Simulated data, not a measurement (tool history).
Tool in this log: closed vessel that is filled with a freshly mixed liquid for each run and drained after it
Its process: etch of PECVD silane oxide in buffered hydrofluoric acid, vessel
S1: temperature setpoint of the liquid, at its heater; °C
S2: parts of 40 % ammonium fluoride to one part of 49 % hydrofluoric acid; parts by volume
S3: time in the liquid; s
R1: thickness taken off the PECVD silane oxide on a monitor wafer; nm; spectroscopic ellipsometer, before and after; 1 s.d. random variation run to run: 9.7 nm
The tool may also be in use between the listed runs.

| run | hour | S1 | S2 | S3 | R1 |
|---|---|---|---|---|---|
| 1 | 0.0 | 24.0 | 7.0 | 95 | 597.67 |
| 2 | 1.2 | 26.0 | 7.0 | 95 | 654.23 |
| 3 | 6.6 | 26.0 | 7.0 | 100 | 690.22 |
| 4 | 7.6 | 28.0 | 6.5 | 100 | 828.55 |
| 5 | 8.2 | 28.0 | 7.5 | 100 | 714.56 |
| 6 | 11.9 | 29.5 | 7.0 | 100 | 829.35 |
| 7 | 16.4 | 30.5 | 6.5 | 100 | 951.20 |

Predict the results of run 8:
| 8 | 19.8 | 31.0 | 6.5 | 100 | ? |

Logged for run 8: R1 980.95 nm.
